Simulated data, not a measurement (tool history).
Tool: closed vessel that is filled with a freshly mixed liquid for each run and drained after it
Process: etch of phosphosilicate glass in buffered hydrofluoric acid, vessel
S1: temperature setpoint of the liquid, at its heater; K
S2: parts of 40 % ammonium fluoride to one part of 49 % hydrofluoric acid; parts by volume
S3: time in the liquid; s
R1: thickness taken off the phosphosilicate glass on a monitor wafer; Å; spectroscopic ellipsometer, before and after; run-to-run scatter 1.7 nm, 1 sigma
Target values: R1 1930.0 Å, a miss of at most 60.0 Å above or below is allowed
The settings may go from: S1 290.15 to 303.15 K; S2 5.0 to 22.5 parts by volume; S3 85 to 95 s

run,hour,S1,S2,S3,R1
1,0.0,295.15,13.5,85,3302.3
2,4.7,295.15,10.5,85,4225.7
3,7.3,295.15,10.5,85,4179.8
4,11.8,291.65,10.5,85,3506.5
5,12.4,291.15,12.5,85,2859.7
6,13.1,290.65,14.0,85,2461.2
7,15.9,290.65,15.0,85,2270.9
8,20.7,290.65,15.5,85,2270.4
9,28.0,290.65,15.5,85,2251.5
10,33.9,290.65,16.0,85,2198.6
11,34.9,290.65,16.5,85,2117.8

Of the 4 settings listed for the next run, only one would bring every result within its allowed miss of target. Which one?
A,35.9,293.15,17.5,90,?
B,35.9,290.15,17.0,95,?
C,35.9,292.15,17.0,90,?
D,35.9,290.65,19.0,90,?

move,R1
A,2460.4
B,2254.7
C,2393.2
D,1969.2
A: further off than the last run
B: further off than the last run
C: further off than the last run
D: every result lands within tolerance
D is the move that brings every result within its allowed miss.

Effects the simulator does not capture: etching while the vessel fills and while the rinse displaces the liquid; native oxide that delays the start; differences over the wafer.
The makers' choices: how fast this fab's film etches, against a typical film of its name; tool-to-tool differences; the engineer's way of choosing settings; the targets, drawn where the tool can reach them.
